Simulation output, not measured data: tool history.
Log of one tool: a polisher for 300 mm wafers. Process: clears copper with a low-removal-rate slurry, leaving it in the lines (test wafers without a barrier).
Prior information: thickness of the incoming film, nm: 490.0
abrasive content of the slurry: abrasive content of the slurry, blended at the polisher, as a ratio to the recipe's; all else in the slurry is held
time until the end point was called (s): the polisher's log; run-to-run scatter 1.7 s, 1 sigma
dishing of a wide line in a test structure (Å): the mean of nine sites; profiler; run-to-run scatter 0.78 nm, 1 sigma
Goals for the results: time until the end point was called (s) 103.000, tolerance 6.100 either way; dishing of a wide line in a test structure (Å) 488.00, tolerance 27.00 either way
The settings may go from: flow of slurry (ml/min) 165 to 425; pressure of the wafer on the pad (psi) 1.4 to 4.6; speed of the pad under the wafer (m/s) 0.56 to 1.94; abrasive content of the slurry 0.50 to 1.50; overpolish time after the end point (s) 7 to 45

run  hour  flow of slurry (ml/min)  pressure of the wafer on the pad (psi)  speed of the pad under the wafer (m/s)  abrasive content of the slurry  overpolish time after the end point (s)  time until the end point was called (s)  dishing of a wide line in a test structure (Å)
  1   0.0                      275                                     3.0                                    1.24                            1.00                                       23                                  134.630                                          485.26
  2   1.6                      275                                     3.1                                    1.24                            1.00                                       22                                  125.080                                          469.35
  3  10.2                      335                                     3.1                                    1.24                            1.00                                       22                                  128.040                                          480.77
  4  15.9                      335                                     2.5                                    1.24                            1.00                                       22                                  153.090                                          404.76
  5  20.3                      335                                     2.7                                    1.24                            1.00                                       21                                  143.410                                          407.20
  6  21.5                      335                                     3.0                                    1.24                            1.00                                       21                                  132.700                                          444.47
  7  25.0                      335                                     3.0                                    1.24                            1.00                                       21                                  129.390                                          460.90
  8  28.1                      335                                     3.1                                    1.24                            1.00                                       20                                  130.590                                          456.41
  9  36.8                      335                                     3.2                                    1.26                            1.00                                       19                                  121.640                                          448.34
 10  43.7                      335                                     3.3                                    1.26                            1.00                                       19                                  116.740                                          462.66
 11  45.1                      335                                     3.4                                    1.26                            1.00                                       19                                  114.640                                          472.45

Exercise: of the 4 proposed moves below, exactly one satisfies all targets within the stated allowed misses. Which move is it?
  A  46.5                      365                                     2.9                                    1.34                            1.10                                       18                                        ?                                               ?
  B  46.5                      315                                     3.6                                    1.46                            1.20                                       15                                        ?                                               ?
  C  46.5                      360                                     4.6                                    1.28                            0.85                                       15                                        ?                                               ?
  D  46.5                      395                                     3.9                                    1.16                            1.20                                       18                                        ?                                               ?

move  time until the end point was called (s)  dishing of a wide line in a test structure (Å)
   A                                  124.500                                          411.25
   B                                   93.985                                          450.42
   C                                   89.778                                          472.80
   D                                  107.180                                          471.05
A: its largest miss is bigger than the last run's
B: takes the result that was furthest off past its target
C: takes the result that was furthest off past its target
D: each result inside its tolerance
The right move is D.
